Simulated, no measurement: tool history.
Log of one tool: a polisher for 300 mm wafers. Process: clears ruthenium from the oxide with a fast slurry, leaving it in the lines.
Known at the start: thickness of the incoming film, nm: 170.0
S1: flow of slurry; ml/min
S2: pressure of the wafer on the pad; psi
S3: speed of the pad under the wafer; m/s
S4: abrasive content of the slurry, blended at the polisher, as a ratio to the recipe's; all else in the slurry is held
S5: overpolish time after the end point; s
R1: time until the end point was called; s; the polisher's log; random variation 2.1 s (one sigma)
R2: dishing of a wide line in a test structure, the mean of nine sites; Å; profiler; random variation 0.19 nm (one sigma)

Run 1, hour 0.0: S1 305 ml/min, S2 2.2 psi, S3 0.84 m/s, S4 1.0, S5 13 s. Result: R1 77.510 s, R2 153.440 Å.
Run 2, hour 7.1: S1 305 ml/min, S2 2.0 psi, S3 0.82 m/s, S4 1.0, S5 13 s. Result: R1 86.594 s, R2 149.500 Å.
Run 3, hour 15.3: S1 305 ml/min, S2 1.8 psi, S3 0.80 m/s, S4 1.0, S5 13 s. Result: R1 98.696 s, R2 146.970 Å.
Run 4, hour 18.6: S1 305 ml/min, S2 1.8 psi, S3 0.80 m/s, S4 1.0, S5 7 s. Result: R1 100.920 s, R2 95.695 Å.
Run 5, hour 20.3: S1 305 ml/min, S2 1.6 psi, S3 0.78 m/s, S4 1.0, S5 8 s. Result: R1 114.050 s, R2 95.212 Å.
Run 6, hour 25.9: S1 345 ml/min, S2 1.6 psi, S3 0.78 m/s, S4 1.0, S5 8 s. Result: R1 109.930 s, R2 98.506 Å.

Forecast run 7:
Run 7, hour 32.1: S1 335 ml/min, S2 1.5 psi, S3 0.78 m/s, S4 1.0, S5 9 s. Result: R1 ?, R2 ?.

R1: 123.290 s
R2: 103.450 Å
